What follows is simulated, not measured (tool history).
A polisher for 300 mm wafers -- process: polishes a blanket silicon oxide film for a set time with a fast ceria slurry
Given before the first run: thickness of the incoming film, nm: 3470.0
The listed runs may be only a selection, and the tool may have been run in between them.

run,hour,flow of slurry (ml/min),pressure of the wafer on the pad (psi),speed of the pad under the wafer (m/s),polishing time (s),film removed (angstrom)
1,0,200,3.2,1.18,83,14973
2,4.3,230,3.2,1.18,83,15390
3,10.7,230,3.2,1.18,83,15282
4,16,230,3.5,1.18,83,16679
5,21,230,3.7,1.2,83,18111
6,22.3,230,3.7,0.96,83,15181
7,24,230,3.9,1,83,16111

For run 8, what comes out?
8,26.2,235,4.1,1.04,83,?

Run 8 came out at film removed (angstrom) 17817.
